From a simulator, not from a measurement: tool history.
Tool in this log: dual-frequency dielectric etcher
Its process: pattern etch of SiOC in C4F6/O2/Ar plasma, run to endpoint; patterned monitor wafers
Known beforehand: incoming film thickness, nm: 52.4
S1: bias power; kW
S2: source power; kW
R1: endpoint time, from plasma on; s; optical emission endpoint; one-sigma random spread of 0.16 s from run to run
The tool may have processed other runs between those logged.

{"run": 1, "hour": 0.0, "S1": 0.446, "S2": 0.3, "R1": 21.417}
{"run": 2, "hour": 1.3, "S1": 0.501, "S2": 0.3, "R1": 20.489}
{"run": 3, "hour": 6.7, "S1": 0.501, "S2": 0.27, "R1": 21.435}
{"run": 4, "hour": 11.3, "S1": 0.47, "S2": 0.26, "R1": 22.698}
{"run": 5, "hour": 17.5, "S1": 0.444, "S2": 0.26, "R1": 23.252}
{"run": 6, "hour": 19.1, "S1": 0.499, "S2": 0.26, "R1": 22.108}
{"run": 7, "hour": 20.2, "S1": 0.468, "S2": 0.26, "R1": 22.757}

Run 8 is up next; what results do you expect?
{"run": 8, "hour": 21.3, "S1": 0.442, "S2": 0.26, "R1": "?"}

{"run 8": {"R1": 23.328}}
